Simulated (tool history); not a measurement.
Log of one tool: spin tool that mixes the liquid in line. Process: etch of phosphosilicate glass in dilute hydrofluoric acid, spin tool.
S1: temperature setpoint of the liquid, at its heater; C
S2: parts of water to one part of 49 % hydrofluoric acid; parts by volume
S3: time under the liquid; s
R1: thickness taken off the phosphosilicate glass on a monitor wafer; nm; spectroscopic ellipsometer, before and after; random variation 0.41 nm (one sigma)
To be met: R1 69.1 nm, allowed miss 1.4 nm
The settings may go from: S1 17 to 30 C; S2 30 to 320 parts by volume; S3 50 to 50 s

run 1 day=0 | S1=22 S2=175 S3=50 | R1=49.335
run 2 day=0.262 | S1=24 S2=175 S3=50 | R1=53.358
run 3 day=0.358 | S1=24 S2=205 S3=50 | R1=44.87
run 4 day=0.683 | S1=24 S2=205 S3=50 | R1=44.318
run 5 day=0.721 | S1=25 S2=200 S3=50 | R1=47.513
run 6 day=1.075 | S1=25.5 S2=195 S3=50 | R1=49.718
run 7 day=1.354 | S1=26 S2=190 S3=50 | R1=51.835
run 8 day=1.562 | S1=30 S2=160 S3=50 | R1=73.827
run 9 day=1.692 | S1=29 S2=160 S3=50 | R1=71.457

5 next moves are on the table. One of them brings every result within its allowed miss. Which?
run A day=1.821 | S1=29.5 S2=175 S3=50 | R1=?
run B day=1.821 | S1=29 S2=165 S3=50 | R1=?
run C day=1.821 | S1=28 S2=155 S3=50 | R1=?
run D day=1.821 | S1=28.5 S2=170 S3=50 | R1=?
run E day=1.821 | S1=30 S2=165 S3=50 | R1=?

move=A R1=65.313
move=B R1=68.906
move=C R1=71.631
move=D R1=65.281
move=E R1=71.41
A: takes the result that was furthest off past its target
B: meets every target
C: further off than the last run
D: takes the result that was furthest off past its target
E: as far off as the last run
The right move is B.
